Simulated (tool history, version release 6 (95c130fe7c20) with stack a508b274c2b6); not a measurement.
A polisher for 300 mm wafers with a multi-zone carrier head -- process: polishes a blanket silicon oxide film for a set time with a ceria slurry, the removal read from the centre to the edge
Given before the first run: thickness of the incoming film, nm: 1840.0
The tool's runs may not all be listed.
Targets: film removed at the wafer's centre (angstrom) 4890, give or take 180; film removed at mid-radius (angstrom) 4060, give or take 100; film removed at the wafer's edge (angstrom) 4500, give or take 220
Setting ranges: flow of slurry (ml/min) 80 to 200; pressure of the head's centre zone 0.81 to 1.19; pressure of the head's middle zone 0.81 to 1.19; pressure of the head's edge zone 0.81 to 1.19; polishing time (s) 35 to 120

| run | hour | flow of slurry (ml/min) | pressure of the head's centre zone | pressure of the head's middle zone | pressure of the head's edge zone | polishing time (s) | film removed at the wafer's centre (angstrom) | film removed at mid-radius (angstrom) | film removed at the wafer's edge (angstrom) |
|---|---|---|---|---|---|---|---|---|---|
| 1 | 0 | 130 | 1 | 1 | 1 | 77 | 2910.9 | 2813.2 | 2942.9 |
| 2 | 8.5 | 130 | 1 | 0.94 | 1 | 77 | 2918.5 | 2719.5 | 2998.5 |
| 3 | 14.8 | 130 | 1 | 0.99 | 1 | 77 | 2882.3 | 2818.9 | 2950.9 |
| 4 | 18.3 | 130 | 1 | 0.99 | 1 | 93 | 3449.5 | 3374.3 | 3576 |
| 5 | 23.6 | 100 | 1 | 0.99 | 1 | 93 | 3263 | 3255 | 3489.7 |
| 6 | 32.4 | 110 | 1.02 | 0.99 | 1.02 | 95 | 3421.8 | 3369.5 | 3588 |
| 7 | 35 | 120 | 1.04 | 0.98 | 1.02 | 97 | 3716.1 | 3436.7 | 3738 |
| 8 | 36.8 | 130 | 1.05 | 0.98 | 1.03 | 98 | 3861.1 | 3497.9 | 3747.7 |

Consider the 4 candidate settings below. Which is the only one whose results all fall within their allowed miss of target?
| A | 38.6 | 145 | 1.08 | 1.13 | 0.93 | 106 | ? | ? | ? |
| B | 38.6 | 80 | 0.82 | 1.08 | 1.15 | 108 | ? | ? | ? |
| C | 38.6 | 135 | 1.12 | 0.94 | 1.06 | 115 | ? | ? | ? |
| D | 38.6 | 125 | 1.06 | 1.07 | 1.02 | 116 | ? | ? | ? |

| move | film removed at the wafer's centre (angstrom) | film removed at mid-radius (angstrom) | film removed at the wafer's edge (angstrom) |
|---|---|---|---|
| A | 4469.8 | 4413.6 | 4051.4 |
| B | 3000.8 | 3837.1 | 4068.5 |
| C | 4953.1 | 4044.3 | 4550 |
| D | 4656.1 | 4489.4 | 4480.5 |
A: nearer than the last run, and not there yet
B: lands further from the targets than the last run did
C: in spec on every target
D: nearer than the last run, and not there yet
Correct choice: C, which meets every target

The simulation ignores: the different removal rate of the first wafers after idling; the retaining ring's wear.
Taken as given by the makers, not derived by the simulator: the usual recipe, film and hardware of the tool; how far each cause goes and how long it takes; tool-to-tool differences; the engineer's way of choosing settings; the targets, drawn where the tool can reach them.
